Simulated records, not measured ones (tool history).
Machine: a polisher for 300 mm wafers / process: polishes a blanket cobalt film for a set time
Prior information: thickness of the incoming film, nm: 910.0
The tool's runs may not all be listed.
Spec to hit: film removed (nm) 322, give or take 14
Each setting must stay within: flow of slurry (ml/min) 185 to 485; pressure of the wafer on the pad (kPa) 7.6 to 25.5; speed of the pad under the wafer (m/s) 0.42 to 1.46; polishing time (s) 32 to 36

run    day  flow of slurry (ml/min)  pressure of the wafer on the pad (kPa)  speed of the pad under the wafer (m/s)  polishing time (s)  film removed (nm)
  1      0                      310                                    16.5                                    0.94                  36             251.65
  2  0.342                      310                                    13.8                                    0.94                  36             223.84
  3  0.708                      310                                      11                                    0.94                  36             195.33
  4  1.046                      310                                    13.8                                    0.96                  36             225.97
  5    1.4                      310                                    13.8                                    0.96                  36              225.1
  6  1.429                      310                                    13.8                                    0.84                  36             198.43
  7  1.467                      310                                    17.9                                    0.88                  36              241.9
  8  1.529                      310                                    22.1                                    0.94                  36             292.02
  9  1.562                      310                                    22.8                                    0.94                  36             300.96
 10  1.812                      310                                    23.4                                    0.94                  36             309.16

Next run, 5 choices. One meets every target within its allowed miss, the rest don't. Which?
  A  2.062                      205                                      20                                       1                  36                  ?
  B  2.062                      305                                    22.1                                    1.02                  32                  ?
  C  2.062                      315                                    23.4                                    1.12                  35                  ?
  D  2.062                      290                                    20.7                                     1.1                  35                  ?
  E  2.062                      335                                    24.1                                    0.96                  33                  ?

move  film removed (nm)
   A             285.49
   B             284.02
   C              355.2
   D             319.32
   E              295.2
A: the biggest miss grows against the last run
B: the biggest miss grows against the last run
C: carries the result that was furthest off beyond its target, to the other side
D: hits every target within its allowed miss
E: the biggest miss grows against the last run
Correct choice: D, which meets every target
